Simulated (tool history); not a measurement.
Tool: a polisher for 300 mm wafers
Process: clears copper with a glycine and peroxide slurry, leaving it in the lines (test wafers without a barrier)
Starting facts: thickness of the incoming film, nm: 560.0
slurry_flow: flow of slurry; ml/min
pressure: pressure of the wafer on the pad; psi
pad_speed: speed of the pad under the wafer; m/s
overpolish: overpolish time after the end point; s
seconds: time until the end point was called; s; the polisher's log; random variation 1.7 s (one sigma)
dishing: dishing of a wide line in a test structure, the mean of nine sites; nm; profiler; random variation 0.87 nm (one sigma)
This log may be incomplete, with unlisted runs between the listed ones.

run  hour  slurry_flow  pressure  pad_speed  overpolish  seconds  dishing
  1   0.0          195       3.3       0.80          17   124.23   50.761
  2   1.6          195       3.3       0.80          21   118.95   59.453
  3   7.4          195       3.3       0.90          21   112.18   62.480
  4  10.9          190       3.1       0.90          22   119.05   63.488
  5  13.8          185       2.9       0.90          23   122.87   63.482
  6  14.6          185       2.7       0.90          24   130.65   60.616
  7  21.8          180       2.6       0.90          25   133.85   62.915
  8  28.7          180       2.5       0.90          26   137.91   62.291
  9  29.7          180       2.4       0.90          27   141.12   63.551
     31.7  -- head pressure recalibrated
 10  31.7          180       2.3       0.90          27   140.31   66.367
 11  37.9          180       2.3       0.90          27   138.31   66.519
 12  43.6          175       2.2       0.90          27   143.63   63.817
 13  45.5          175       2.1       0.90          27   146.99   62.604
 14  50.6          175       2.0       0.90          27   153.18   59.599

Forecast run 15:
 15  55.4          160       1.6       0.90          29        ?        ?

seconds: 181.05 s
dishing: 55.272 nm

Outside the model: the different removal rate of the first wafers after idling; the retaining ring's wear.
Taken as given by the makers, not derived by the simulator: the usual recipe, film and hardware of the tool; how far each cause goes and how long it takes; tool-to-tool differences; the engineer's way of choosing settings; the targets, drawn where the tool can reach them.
